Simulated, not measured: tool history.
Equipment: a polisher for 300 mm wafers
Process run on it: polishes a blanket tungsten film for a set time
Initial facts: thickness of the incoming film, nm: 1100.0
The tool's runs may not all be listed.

run    day  flow of slurry (ml/min)  pressure of the wafer on the pad (kPa)  speed of the pad under the wafer (cm/s)  abrasive content of the slurry  polishing time (s)  film removed (Å)
  1      0                      235                                    23.4                                      136                               1                  49            2599.7
  2  0.208                      180                                    23.4                                      136                               1                  49              2447
  3  0.254                      200                                    26.9                                      138                               1                  49            2915.4
  4  0.588                      215                                    29.6                                      138                               1                  49            3204.7
  5  0.904                      215                                    24.1                                      138                               1                  49            2716.9
  6  0.938                      235                                    27.6                                      140                               1                  49            3131.7
  7  1.271                      250                                    29.6                                      140                               1                  49            3355.2

Predict the results of run 8:
     1.312  -- slurry nozzle cleaned
  8  1.312                      255                                    31.7                                      140                               1                  49                 ?

{"run 8": {"film removed (Å)": 3627.6}}
